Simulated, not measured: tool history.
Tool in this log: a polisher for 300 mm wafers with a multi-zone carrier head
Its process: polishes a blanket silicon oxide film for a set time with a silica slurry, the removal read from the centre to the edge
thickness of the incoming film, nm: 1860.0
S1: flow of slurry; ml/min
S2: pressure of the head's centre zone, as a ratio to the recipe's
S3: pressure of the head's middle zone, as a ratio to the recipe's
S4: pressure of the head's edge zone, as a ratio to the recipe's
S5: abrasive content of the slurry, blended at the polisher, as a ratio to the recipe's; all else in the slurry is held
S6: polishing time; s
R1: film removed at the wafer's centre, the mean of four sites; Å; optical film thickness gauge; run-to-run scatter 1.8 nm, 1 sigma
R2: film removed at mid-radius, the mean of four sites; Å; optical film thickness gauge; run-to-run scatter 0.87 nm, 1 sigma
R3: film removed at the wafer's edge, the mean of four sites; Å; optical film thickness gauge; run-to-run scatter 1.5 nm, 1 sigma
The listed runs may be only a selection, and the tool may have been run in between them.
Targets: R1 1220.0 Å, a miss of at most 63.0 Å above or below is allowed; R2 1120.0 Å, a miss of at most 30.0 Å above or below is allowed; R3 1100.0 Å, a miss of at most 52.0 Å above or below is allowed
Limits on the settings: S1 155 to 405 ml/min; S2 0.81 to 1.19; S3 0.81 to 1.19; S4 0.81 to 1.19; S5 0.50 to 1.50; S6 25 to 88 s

Run 1, hour 0.0: S1 260 ml/min, S2 1.00, S3 1.00, S4 1.00, S5 1.00, S6 56 s. Result: R1 1777.3 Å, R2 1736.6 Å, R3 1815.8 Å.
Run 2, hour 0.6: S1 260 ml/min, S2 1.00, S3 1.00, S4 1.00, S5 1.00, S6 61 s. Result: R1 1925.2 Å, R2 1896.6 Å, R3 1910.7 Å.
Run 3, hour 5.1: S1 260 ml/min, S2 1.00, S3 1.04, S4 1.00, S5 1.00, S6 61 s. Result: R1 1914.0 Å, R2 1923.4 Å, R3 1931.2 Å.
Run 4, hour 9.2: S1 260 ml/min, S2 1.00, S3 1.04, S4 0.95, S5 1.00, S6 61 s. Result: R1 1897.6 Å, R2 1962.8 Å, R3 1896.9 Å.
Run 5, hour 11.0: S1 260 ml/min, S2 1.00, S3 1.04, S4 0.95, S5 1.00, S6 50 s. Result: R1 1580.4 Å, R2 1626.6 Å, R3 1544.5 Å.
Run 6, hour 19.7: S1 260 ml/min, S2 1.01, S3 1.01, S4 0.93, S5 0.85, S6 49 s. Result: R1 1392.6 Å, R2 1390.2 Å, R3 1352.1 Å.
Run 7, hour 28.0: S1 260 ml/min, S2 1.02, S3 0.99, S4 0.90, S5 0.80, S6 49 s. Result: R1 1323.4 Å, R2 1317.8 Å, R3 1288.9 Å.
Run 8, hour 32.5: S1 260 ml/min, S2 1.04, S3 0.98, S4 0.88, S5 0.75, S6 49 s. Result: R1 1313.6 Å, R2 1250.9 Å, R3 1257.1 Å.
Run 9, hour 35.7: S1 260 ml/min, S2 1.05, S3 0.98, S4 0.86, S5 0.70, S6 49 s. Result: R1 1245.5 Å, R2 1173.5 Å, R3 1119.3 Å.
Run 10, hour 40.9: S1 255 ml/min, S2 1.05, S3 0.97, S4 0.86, S5 0.70, S6 49 s. Result: R1 1229.9 Å, R2 1166.9 Å, R3 1163.9 Å.
Run 11, hour 46.4: S1 250 ml/min, S2 1.06, S3 0.97, S4 0.85, S5 0.70, S6 49 s. Result: R1 1262.3 Å, R2 1160.3 Å, R3 1155.2 Å.
Run 12, hour 49.0: S1 250 ml/min, S2 1.06, S3 0.97, S4 0.84, S5 0.70, S6 49 s. Result: R1 1235.5 Å, R2 1154.2 Å, R3 1135.3 Å.
Run 13, hour 57.4: S1 245 ml/min, S2 1.06, S3 0.97, S4 0.83, S5 0.70, S6 49 s. Result: R1 1243.7 Å, R2 1154.8 Å, R3 1167.5 Å.
Run 14, hour 61.1: S1 245 ml/min, S2 1.06, S3 0.97, S4 0.83, S5 0.70, S6 49 s. Result: R1 1259.8 Å, R2 1156.6 Å, R3 1105.4 Å.

Below are 5 possible settings for the next run. Only one of them brings all results inside the allowed miss of their targets. Which is it?
Run A, hour 64.8: S1 210 ml/min, S2 1.09, S3 0.98, S4 0.87, S5 0.70, S6 48 s. Result: R1 ?, R2 ?, R3 ?.
Run B, hour 64.8: S1 255 ml/min, S2 1.16, S3 0.99, S4 0.81, S5 0.55, S6 60 s. Result: R1 ?, R2 ?, R3 ?.
Run C, hour 64.8: S1 245 ml/min, S2 1.09, S3 1.06, S4 0.81, S5 0.75, S6 45 s. Result: R1 ?, R2 ?, R3 ?.
Run D, hour 64.8: S1 345 ml/min, S2 0.96, S3 0.96, S4 0.83, S5 0.65, S6 52 s. Result: R1 ?, R2 ?, R3 ?.
Run E, hour 64.8: S1 195 ml/min, S2 1.06, S3 1.08, S4 0.85, S5 0.70, S6 49 s. Result: R1 ?, R2 ?, R3 ?.

move      R1      R2      R3
   A  1211.9  1144.3  1104.5
   B  1335.0  1202.9  1107.7
   C  1227.0  1234.6  1073.0
   D  1190.7  1220.1  1156.0
   E  1193.0  1253.1  1104.1
A: every result within its allowed miss
B: moves away from the targets compared with the last run
C: moves away from the targets compared with the last run
D: moves away from the targets compared with the last run
E: moves away from the targets compared with the last run
Answer: A

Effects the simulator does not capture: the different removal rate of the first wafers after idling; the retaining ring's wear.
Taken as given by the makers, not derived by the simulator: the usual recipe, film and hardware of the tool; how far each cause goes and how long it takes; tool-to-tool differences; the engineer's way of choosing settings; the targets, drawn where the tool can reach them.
